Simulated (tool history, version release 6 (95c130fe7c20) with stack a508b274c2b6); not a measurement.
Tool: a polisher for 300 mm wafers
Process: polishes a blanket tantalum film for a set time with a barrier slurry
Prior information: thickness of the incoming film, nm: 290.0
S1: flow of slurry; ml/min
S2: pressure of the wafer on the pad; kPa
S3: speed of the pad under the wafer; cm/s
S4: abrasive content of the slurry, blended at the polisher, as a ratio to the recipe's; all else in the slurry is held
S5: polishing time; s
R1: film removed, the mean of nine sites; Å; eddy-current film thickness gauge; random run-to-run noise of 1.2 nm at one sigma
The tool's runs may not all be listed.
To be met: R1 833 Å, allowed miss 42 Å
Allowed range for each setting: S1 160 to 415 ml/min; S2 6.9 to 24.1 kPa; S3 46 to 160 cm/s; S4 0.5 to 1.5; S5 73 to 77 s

{"run": 1, "hour": 0.0, "S1": 265, "S2": 15.2, "S3": 102, "S4": 1, "S5": 73, "R1": 1340.8}
{"run": 2, "hour": 4.2, "S1": 265, "S2": 12.4, "S3": 102, "S4": 1, "S5": 73, "R1": 1157.7}
{"run": 3, "hour": 12.8, "S1": 265, "S2": 10.3, "S3": 102, "S4": 1, "S5": 73, "R1": 1015}
{"run": 4, "hour": 15.9, "S1": 300, "S2": 10.3, "S3": 102, "S4": 1, "S5": 73, "R1": 999.91}
{"run": 5, "hour": 20.6, "S1": 300, "S2": 9.7, "S3": 102, "S4": 1, "S5": 73, "R1": 971.43}
{"run": 6, "hour": 22.0, "S1": 300, "S2": 9.7, "S3": 102, "S4": 1, "S5": 77, "R1": 1035.7}
{"run": 7, "hour": 23.6, "S1": 300, "S2": 9, "S3": 100, "S4": 1, "S5": 77, "R1": 942.31}
{"run": 8, "hour": 28.5, "S1": 300, "S2": 8.3, "S3": 100, "S4": 1, "S5": 77, "R1": 873.85}

4 next moves are on the table. One of them brings every result within its allowed miss. Which?
{"run": "A", "hour": 33.4, "S1": 290, "S2": 8.3, "S3": 106, "S4": 0.95, "S5": 77, "R1": "?"}
{"run": "B", "hour": 33.4, "S1": 330, "S2": 7.6, "S3": 124, "S4": 0.75, "S5": 75, "R1": "?"}
{"run": "C", "hour": 33.4, "S1": 290, "S2": 9.7, "S3": 90, "S4": 0.9, "S5": 73, "R1": "?"}
{"run": "D", "hour": 33.4, "S1": 335, "S2": 7.6, "S3": 112, "S4": 1.1, "S5": 74, "R1": "?"}

move=A R1=922.02
move=B R1=913.38
move=C R1=833.3
move=D R1=923.55
A: misses by more than the last run did
B: misses by more than the last run did
C: hits every target within its allowed miss
D: misses by more than the last run did
Correct choice: C, which meets every target
